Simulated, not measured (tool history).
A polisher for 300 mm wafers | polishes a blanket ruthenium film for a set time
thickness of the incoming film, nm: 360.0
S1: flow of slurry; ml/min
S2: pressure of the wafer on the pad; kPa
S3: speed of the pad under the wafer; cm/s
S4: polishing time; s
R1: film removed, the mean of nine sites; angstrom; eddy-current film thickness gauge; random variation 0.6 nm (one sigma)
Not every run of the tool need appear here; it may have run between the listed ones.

run	hour	S1	S2	S3	S4	R1
1	0.0	185	15.9	108	53	654.02
2	7.8	185	15.9	108	48	590.27
3	9.8	185	18.6	108	48	645.40
4	13.8	185	15.9	108	48	586.49
5	16.3	230	15.9	108	48	604.08
6	19.6	270	15.9	108	48	615.25
7	20.5	270	15.2	108	48	584.94

For run 8, what comes out?
8	27.7	270	13.8	108	48	?

Run 8 came out at R1 545.86 angstrom.
